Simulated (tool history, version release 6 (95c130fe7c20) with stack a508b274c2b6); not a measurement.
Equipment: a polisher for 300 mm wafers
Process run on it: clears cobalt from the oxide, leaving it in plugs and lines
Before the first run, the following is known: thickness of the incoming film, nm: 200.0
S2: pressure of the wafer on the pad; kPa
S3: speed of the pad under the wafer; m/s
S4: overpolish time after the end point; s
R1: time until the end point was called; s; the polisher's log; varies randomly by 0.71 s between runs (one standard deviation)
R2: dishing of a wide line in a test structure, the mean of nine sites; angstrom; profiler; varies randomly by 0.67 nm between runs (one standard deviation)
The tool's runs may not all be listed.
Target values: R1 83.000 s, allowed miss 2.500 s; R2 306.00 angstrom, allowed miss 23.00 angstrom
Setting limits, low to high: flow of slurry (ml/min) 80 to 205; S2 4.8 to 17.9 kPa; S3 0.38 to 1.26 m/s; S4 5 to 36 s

run 1 hour=0.0 | flow_of_slurry_(ml/min)=135 S2=11.0 S3=0.82 S4=18 | R1=60.773 R2=305.60
run 2 hour=4.5 | flow_of_slurry_(ml/min)=135 S2=11.0 S3=0.82 S4=14 | R1=60.828 R2=281.62
run 3 hour=12.7 | flow_of_slurry_(ml/min)=130 S2=10.3 S3=0.82 S4=16 | R1=65.790 R2=291.97
run 4 hour=21.3 | flow_of_slurry_(ml/min)=125 S2=9.7 S3=0.82 S4=17 | R1=70.767 R2=282.79
run 5 hour=21.9 | flow_of_slurry_(ml/min)=125 S2=9.7 S3=0.82 S4=13 | R1=70.790 R2=246.54
run 6 hour=24.6 | flow_of_slurry_(ml/min)=145 S2=9.7 S3=0.82 S4=13 | R1=68.122 R2=259.01
run 7 hour=31.0 | flow_of_slurry_(ml/min)=110 S2=7.6 S3=0.82 S4=22 | R1=92.216 R2=283.91
run 8 hour=39.6 | flow_of_slurry_(ml/min)=120 S2=7.6 S3=0.82 S4=22 | R1=89.432 R2=283.90
run 9 hour=41.8 | flow_of_slurry_(ml/min)=125 S2=7.6 S3=0.82 S4=22 | R1=87.646 R2=293.38
run 10 hour=43.6 | flow_of_slurry_(ml/min)=130 S2=7.6 S3=0.82 S4=22 | R1=88.890 R2=303.30
run 11 hour=45.5 | flow_of_slurry_(ml/min)=135 S2=7.6 S3=0.82 S4=22 | R1=86.034 R2=302.58
run 12 hour=48.0 | flow_of_slurry_(ml/min)=140 S2=7.6 S3=0.82 S4=22 | R1=87.717 R2=303.05
run 13 hour=54.9 | flow_of_slurry_(ml/min)=145 S2=7.6 S3=0.82 S4=22 | R1=87.634 R2=287.59
run 14 hour=62.5 | flow_of_slurry_(ml/min)=145 S2=7.6 S3=0.82 S4=23 | R1=87.014 R2=306.12
run 15 hour=66.8 | flow_of_slurry_(ml/min)=150 S2=7.6 S3=0.82 S4=22 | R1=86.616 R2=305.63

4 next moves are on the table. One of them brings every result within its allowed miss. Which?
run A hour=71.1 | flow_of_slurry_(ml/min)=150 S2=6.9 S3=0.86 S4=25 | R1=? R2=?
run B hour=71.1 | flow_of_slurry_(ml/min)=140 S2=7.6 S3=0.86 S4=23 | R1=? R2=?
run C hour=71.1 | flow_of_slurry_(ml/min)=120 S2=9.7 S3=0.66 S4=21 | R1=? R2=?
run D hour=71.1 | flow_of_slurry_(ml/min)=150 S2=7.6 S3=0.76 S4=34 | R1=? R2=?

move=A R1=89.553 R2=306.16
move=B R1=82.906 R2=304.77
move=C R1=87.826 R2=283.98
move=D R1=92.173 R2=341.68
A: further off than the last run
B: hits every target within its allowed miss
C: further off than the last run
D: further off than the last run
The right move is B.

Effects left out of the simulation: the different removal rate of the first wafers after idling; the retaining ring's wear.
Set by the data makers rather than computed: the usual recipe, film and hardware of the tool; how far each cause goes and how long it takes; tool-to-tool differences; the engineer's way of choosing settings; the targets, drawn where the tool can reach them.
